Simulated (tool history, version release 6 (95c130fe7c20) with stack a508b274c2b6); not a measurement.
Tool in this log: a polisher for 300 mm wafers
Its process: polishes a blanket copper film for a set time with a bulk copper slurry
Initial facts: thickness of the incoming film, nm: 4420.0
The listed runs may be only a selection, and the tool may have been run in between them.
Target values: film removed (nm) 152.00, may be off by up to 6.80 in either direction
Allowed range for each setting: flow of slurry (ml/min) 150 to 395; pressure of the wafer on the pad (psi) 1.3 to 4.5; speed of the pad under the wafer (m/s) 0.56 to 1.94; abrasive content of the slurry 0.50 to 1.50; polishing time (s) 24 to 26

run	hour	flow of slurry (ml/min)	pressure of the wafer on the pad (psi)	speed of the pad under the wafer (m/s)	abrasive content of the slurry	polishing time (s)	film removed (nm)
1	0.0	250	2.9	1.24	1.00	26	288.93
2	5.4	250	3.2	1.24	1.00	26	324.07
3	8.1	250	3.0	1.22	1.00	26	297.41
4	13.2	250	3.0	1.22	1.00	26	298.91
5	19.6	250	3.0	1.22	1.00	26	297.31
6	21.2	250	2.8	1.20	1.00	26	273.81
7	28.6	250	2.6	1.18	1.00	26	251.25
8	33.5	250	2.5	1.18	1.00	26	247.01
9	38.6	250	2.4	1.16	1.00	26	229.91

Below are 4 possible settings for the next run. Only one of them brings all results inside the allowed miss of their targets. Which is it?
A	43.7	315	3.0	1.44	1.25	26	?
B	43.7	280	1.9	1.02	0.95	24	?
C	43.7	235	2.1	1.00	1.15	24	?
D	43.7	285	2.7	1.76	0.85	26	?

move	film removed (nm)
A	371.44
B	151.27
C	169.94
D	361.20
A: its largest miss is bigger than the last run's
B: in spec on every target
C: moves toward the targets from the last run without getting all of them in spec
D: its largest miss is bigger than the last run's
Answer: B
